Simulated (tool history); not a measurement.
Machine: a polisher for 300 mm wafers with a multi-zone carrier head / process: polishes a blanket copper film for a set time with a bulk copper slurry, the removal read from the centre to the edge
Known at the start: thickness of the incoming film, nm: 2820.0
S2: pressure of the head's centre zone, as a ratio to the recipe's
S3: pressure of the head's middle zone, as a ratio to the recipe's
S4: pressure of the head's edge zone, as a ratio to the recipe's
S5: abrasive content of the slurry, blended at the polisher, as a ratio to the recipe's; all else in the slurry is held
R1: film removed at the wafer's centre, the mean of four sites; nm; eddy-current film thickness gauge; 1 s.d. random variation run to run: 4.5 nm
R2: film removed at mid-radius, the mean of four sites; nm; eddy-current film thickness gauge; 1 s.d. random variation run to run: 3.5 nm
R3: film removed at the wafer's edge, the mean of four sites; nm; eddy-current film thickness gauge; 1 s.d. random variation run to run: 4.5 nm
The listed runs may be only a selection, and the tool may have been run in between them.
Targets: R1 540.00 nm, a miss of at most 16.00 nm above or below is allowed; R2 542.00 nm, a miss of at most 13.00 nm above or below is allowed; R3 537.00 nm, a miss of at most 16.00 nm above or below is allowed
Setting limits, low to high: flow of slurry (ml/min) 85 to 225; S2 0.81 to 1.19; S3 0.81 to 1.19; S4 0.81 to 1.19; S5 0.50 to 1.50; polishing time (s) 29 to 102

run 1 hour=0.0 | flow_of_slurry_(ml/min)=145 S2=1.00 S3=1.00 S4=1.00 S5=1.00 polishing_time_(s)=65 | R1=407.58 R2=416.26 R3=418.85
run 2 hour=6.2 | flow_of_slurry_(ml/min)=145 S2=1.00 S3=1.06 S4=1.00 S5=1.00 polishing_time_(s)=65 | R1=406.04 R2=433.20 R3=417.38
run 3 hour=11.1 | flow_of_slurry_(ml/min)=165 S2=1.00 S3=1.06 S4=1.00 S5=1.00 polishing_time_(s)=65 | R1=417.09 R2=446.40 R3=423.14
run 4 hour=19.0 | flow_of_slurry_(ml/min)=170 S2=1.03 S3=1.07 S4=1.05 S5=1.15 polishing_time_(s)=66 | R1=452.65 R2=476.68 R3=459.65
run 5 hour=27.2 | flow_of_slurry_(ml/min)=180 S2=1.05 S3=1.08 S4=1.09 S5=1.25 polishing_time_(s)=66 | R1=486.29 R2=494.83 R3=474.44
run 6 hour=31.5 | flow_of_slurry_(ml/min)=180 S2=1.05 S3=1.08 S4=1.09 S5=1.10 polishing_time_(s)=66 | R1=463.01 R2=481.83 R3=461.34
run 7 hour=32.4 | flow_of_slurry_(ml/min)=205 S2=1.06 S3=1.09 S4=1.19 S5=1.35 polishing_time_(s)=68 | R1=524.29 R2=529.41 R3=534.14
run 8 hour=33.8 | flow_of_slurry_(ml/min)=210 S2=1.06 S3=1.09 S4=1.19 S5=1.35 polishing_time_(s)=68 | R1=518.22 R2=534.35 R3=527.36

Exercise: of the 4 proposed moves below, exactly one satisfies all targets within the stated allowed misses. Which move is it?
run A hour=35.2 | flow_of_slurry_(ml/min)=195 S2=1.07 S3=1.03 S4=1.13 S5=1.45 polishing_time_(s)=69 | R1=? R2=? R3=?
run B hour=35.2 | flow_of_slurry_(ml/min)=165 S2=1.00 S3=1.04 S4=1.12 S5=0.90 polishing_time_(s)=81 | R1=? R2=? R3=?
run C hour=35.2 | flow_of_slurry_(ml/min)=200 S2=1.08 S3=1.09 S4=1.17 S5=1.45 polishing_time_(s)=68 | R1=? R2=? R3=?
run D hour=35.2 | flow_of_slurry_(ml/min)=200 S2=1.11 S3=1.06 S4=1.15 S5=1.40 polishing_time_(s)=68 | R1=? R2=? R3=?

move=A R1=543.82 R2=523.72 R3=534.19
move=B R1=515.62 R2=537.66 R3=544.68
move=C R1=543.25 R2=543.39 R3=536.90
move=D R1=553.48 R2=525.92 R3=527.70
A: brings the result that was furthest off to its target, and leaves another outside
B: further off than the last run
C: in spec on every target
D: brings the result that was furthest off to its target, and leaves another outside
Answer: C
